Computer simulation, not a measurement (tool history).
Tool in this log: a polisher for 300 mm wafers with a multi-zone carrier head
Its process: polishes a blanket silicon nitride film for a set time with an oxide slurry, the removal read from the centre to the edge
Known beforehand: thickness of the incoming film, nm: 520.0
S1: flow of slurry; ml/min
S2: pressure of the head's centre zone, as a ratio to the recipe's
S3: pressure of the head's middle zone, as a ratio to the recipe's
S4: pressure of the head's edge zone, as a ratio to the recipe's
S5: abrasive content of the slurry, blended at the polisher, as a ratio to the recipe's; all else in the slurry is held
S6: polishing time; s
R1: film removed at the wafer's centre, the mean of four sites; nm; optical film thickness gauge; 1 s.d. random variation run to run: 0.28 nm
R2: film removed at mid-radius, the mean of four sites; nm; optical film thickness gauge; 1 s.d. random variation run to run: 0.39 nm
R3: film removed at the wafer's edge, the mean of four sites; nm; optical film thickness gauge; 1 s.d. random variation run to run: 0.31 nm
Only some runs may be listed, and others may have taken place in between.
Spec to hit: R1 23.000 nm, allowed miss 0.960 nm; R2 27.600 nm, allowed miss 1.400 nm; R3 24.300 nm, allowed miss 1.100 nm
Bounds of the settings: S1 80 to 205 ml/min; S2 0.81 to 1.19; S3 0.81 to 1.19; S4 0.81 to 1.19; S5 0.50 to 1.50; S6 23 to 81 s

Run 1, hour 0.0: S1 135 ml/min, S2 1.00, S3 1.00, S4 1.00, S5 1.00, S6 52 s. Result: R1 19.693 nm, R2 20.021 nm, R3 20.620 nm.
Run 2, hour 3.9: S1 135 ml/min, S2 1.00, S3 1.00, S4 1.00, S5 1.10, S6 52 s. Result: R1 20.905 nm, R2 20.101 nm, R3 21.346 nm.
Run 3, hour 11.3: S1 135 ml/min, S2 1.00, S3 0.91, S4 1.00, S5 1.10, S6 52 s. Result: R1 20.866 nm, R2 19.189 nm, R3 20.890 nm.
Run 4, hour 19.3: S1 135 ml/min, S2 0.95, S3 0.91, S4 1.00, S5 1.10, S6 52 s. Result: R1 19.505 nm, R2 19.516 nm, R3 21.032 nm.
Run 5, hour 28.1: S1 145 ml/min, S2 0.94, S3 0.97, S4 0.97, S5 1.15, S6 52 s. Result: R1 20.141 nm, R2 21.093 nm, R3 21.081 nm.
Run 6, hour 32.9: S1 145 ml/min, S2 0.94, S3 0.97, S4 0.97, S5 1.15, S6 62 s. Result: R1 23.490 nm, R2 24.851 nm, R3 25.434 nm.
Run 7, hour 40.2: S1 150 ml/min, S2 0.93, S3 0.99, S4 0.95, S5 1.15, S6 62 s. Result: R1 23.324 nm, R2 25.194 nm, R3 24.855 nm.
Run 8, hour 48.9: S1 155 ml/min, S2 0.92, S3 1.01, S4 0.94, S5 1.15, S6 62 s. Result: R1 23.570 nm, R2 25.931 nm, R3 25.367 nm.

5 candidate next runs follow, results not yet known. Just one meets every target within its allowed miss. Identify it.
Run A, hour 57.6: S1 140 ml/min, S2 0.86, S3 1.01, S4 0.94, S5 1.15, S6 65 s. Result: R1 ?, R2 ?, R3 ?.
Run B, hour 57.6: S1 125 ml/min, S2 0.99, S3 1.08, S4 1.11, S5 0.70, S6 72 s. Result: R1 ?, R2 ?, R3 ?.
Run C, hour 57.6: S1 185 ml/min, S2 0.90, S3 1.03, S4 0.92, S5 0.80, S6 76 s. Result: R1 ?, R2 ?, R3 ?.
Run D, hour 57.6: S1 160 ml/min, S2 0.84, S3 0.95, S4 0.96, S5 1.35, S6 62 s. Result: R1 ?, R2 ?, R3 ?.
Run E, hour 57.6: S1 140 ml/min, S2 0.93, S3 1.14, S4 0.92, S5 0.85, S6 69 s. Result: R1 ?, R2 ?, R3 ?.

move      R1      R2      R3
   A  22.982  27.573  26.783
   B  23.098  25.201  25.471
   C  25.045  28.950  27.190
   D  23.223  27.326  27.814
   E  23.209  27.962  24.693
A: the worst result of the last run now meets its target, but another is out of spec
B: lands further from the targets than the last run did
C: the worst result of the last run now meets its target, but another is out of spec
D: the worst result of the last run now meets its target, but another is out of spec
E: every result within its allowed miss
The move that meets every target is E.
